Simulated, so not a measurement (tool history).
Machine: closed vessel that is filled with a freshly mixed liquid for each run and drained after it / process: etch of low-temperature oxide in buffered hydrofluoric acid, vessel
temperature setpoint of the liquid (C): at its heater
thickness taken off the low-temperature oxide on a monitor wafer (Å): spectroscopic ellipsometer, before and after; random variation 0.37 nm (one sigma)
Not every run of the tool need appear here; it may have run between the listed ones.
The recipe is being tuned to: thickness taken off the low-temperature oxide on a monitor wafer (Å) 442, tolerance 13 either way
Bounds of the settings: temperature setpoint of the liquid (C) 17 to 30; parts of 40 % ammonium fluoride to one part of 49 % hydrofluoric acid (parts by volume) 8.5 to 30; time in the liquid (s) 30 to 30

| run | hour | temperature setpoint of the liquid (C) | parts of 40 % ammonium fluoride to one part of 49 % hydrofluoric acid (parts by volume) | time in the liquid (s) | thickness taken off the low-temperature oxide on a monitor wafer (Å) |
|---|---|---|---|---|---|
| 1 | 0 | 22 | 23.5 | 30 | 339.25 |
| 2 | 9 | 22.5 | 23.5 | 30 | 349.98 |
| 3 | 16 | 23 | 23.5 | 30 | 363.05 |
| 4 | 16.5 | 23.5 | 23.5 | 30 | 371.26 |
| 5 | 24.9 | 23.5 | 27 | 30 | 337.42 |
| 6 | 28.2 | 23.5 | 27 | 30 | 338.16 |
| 7 | 33.5 | 24 | 27 | 30 | 351 |
| 8 | 42.4 | 24.5 | 27 | 30 | 362.4 |
| 9 | 48.5 | 24.5 | 27 | 30 | 352.72 |
| 10 | 56.1 | 25 | 27 | 30 | 363.1 |
| 11 | 56.9 | 25.5 | 27 | 30 | 377.64 |
| 12 | 62.9 | 25.5 | 27 | 30 | 375.34 |

Exercise: of the 5 proposed moves below, exactly one satisfies all targets within the stated allowed misses. Which move is it?
| A | 68.9 | 24 | 19 | 30 | ? |
| B | 68.9 | 24 | 26 | 30 | ? |
| C | 68.9 | 25.5 | 24.5 | 30 | ? |
| D | 68.9 | 27.5 | 21.5 | 30 | ? |
| E | 68.9 | 30 | 25.5 | 30 | ? |

| move | thickness taken off the low-temperature oxide on a monitor wafer (Å) |
|---|---|
| A | 446.07 |
| B | 354 |
| C | 400.28 |
| D | 487.76 |
| E | 495.87 |
A: hits every target within its allowed miss
B: the biggest miss grows against the last run
C: closes in on the targets versus the last run, not all within tolerance yet
D: moves the result that the last run missed by most past its target, out the other side
E: moves the result that the last run missed by most past its target, out the other side
Move A is the one to make.
